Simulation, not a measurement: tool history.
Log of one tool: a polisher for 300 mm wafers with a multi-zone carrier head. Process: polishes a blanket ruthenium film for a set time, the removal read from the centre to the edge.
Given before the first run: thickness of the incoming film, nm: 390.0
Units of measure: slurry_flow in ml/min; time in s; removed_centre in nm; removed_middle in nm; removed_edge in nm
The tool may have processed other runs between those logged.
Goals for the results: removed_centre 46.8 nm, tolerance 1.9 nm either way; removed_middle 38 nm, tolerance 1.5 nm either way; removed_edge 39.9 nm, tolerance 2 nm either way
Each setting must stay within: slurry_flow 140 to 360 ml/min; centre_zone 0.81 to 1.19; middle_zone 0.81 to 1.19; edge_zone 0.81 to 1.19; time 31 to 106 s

run 1 hour=0 | slurry_flow=230 centre_zone=1 middle_zone=1 edge_zone=1 time=68 | removed_centre=48.306 removed_middle=51.493 removed_edge=51.493
run 2 hour=5.6 | slurry_flow=230 centre_zone=1.04 middle_zone=0.96 edge_zone=0.96 time=64 | removed_centre=47.299 removed_middle=46.754 removed_edge=47.519
run 3 hour=14.2 | slurry_flow=230 centre_zone=1.07 middle_zone=0.93 edge_zone=0.93 time=62 | removed_centre=46.78 removed_middle=43.344 removed_edge=44.099
run 4 hour=20.3 | slurry_flow=230 centre_zone=1 middle_zone=0.93 edge_zone=0.93 time=62 | removed_centre=44.044 removed_middle=43.335 removed_edge=45.987
-- hour=24.7 slurry nozzle cleaned
run 5 hour=24.7 | slurry_flow=225 centre_zone=1.04 middle_zone=0.91 edge_zone=0.9 time=61 | removed_centre=48.599 removed_middle=44.464 removed_edge=46.43
run 6 hour=26.1 | slurry_flow=225 centre_zone=1.08 middle_zone=0.9 edge_zone=0.92 time=60 | removed_centre=48.321 removed_middle=43.142 removed_edge=44.907
run 7 hour=34.4 | slurry_flow=225 centre_zone=1.1 middle_zone=0.89 edge_zone=0.91 time=57 | removed_centre=47.355 removed_middle=41.207 removed_edge=43.436
run 8 hour=39 | slurry_flow=215 centre_zone=1.15 middle_zone=0.85 edge_zone=0.81 time=52 | removed_centre=44.54 removed_middle=36.089 removed_edge=36.942
run 9 hour=41.3 | slurry_flow=220 centre_zone=1.15 middle_zone=0.85 edge_zone=0.83 time=53 | removed_centre=46.356 removed_middle=36.456 removed_edge=37.532
run 10 hour=44.4 | slurry_flow=220 centre_zone=1.15 middle_zone=0.85 edge_zone=0.83 time=53 | removed_centre=46.147 removed_middle=36.228 removed_edge=37.154

Below are 5 possible settings for the next run. Only one of them brings all results inside the allowed miss of their targets. Which is it?
run A hour=47.5 | slurry_flow=235 centre_zone=1.13 middle_zone=0.96 edge_zone=0.89 time=50 | removed_centre=? removed_middle=? removed_edge=?
run B hour=47.5 | slurry_flow=245 centre_zone=1.19 middle_zone=0.97 edge_zone=0.81 time=51 | removed_centre=? removed_middle=? removed_edge=?
run C hour=47.5 | slurry_flow=205 centre_zone=1.06 middle_zone=0.89 edge_zone=0.88 time=53 | removed_centre=? removed_middle=? removed_edge=?
run D hour=47.5 | slurry_flow=280 centre_zone=1.11 middle_zone=0.83 edge_zone=0.81 time=55 | removed_centre=? removed_middle=? removed_edge=?
run E hour=47.5 | slurry_flow=190 centre_zone=1.05 middle_zone=0.86 edge_zone=0.88 time=60 | removed_centre=? removed_middle=? removed_edge=?

move=A removed_centre=43.763 removed_middle=38.285 removed_edge=37.597
move=B removed_centre=46.94 removed_middle=39.539 removed_edge=36.881
move=C removed_centre=43.147 removed_middle=37.648 removed_edge=39.259
move=D removed_centre=48.241 removed_middle=38.126 removed_edge=40.228
move=E removed_centre=47.976 removed_middle=41.123 removed_edge=44.181
A: its largest miss is bigger than the last run's
B: its largest miss is bigger than the last run's
C: the worst result of the last run now meets its target, but another is out of spec
D: all results in spec
E: takes the biggest miss from the last run beyond its target
Go with D: it meets all targets.

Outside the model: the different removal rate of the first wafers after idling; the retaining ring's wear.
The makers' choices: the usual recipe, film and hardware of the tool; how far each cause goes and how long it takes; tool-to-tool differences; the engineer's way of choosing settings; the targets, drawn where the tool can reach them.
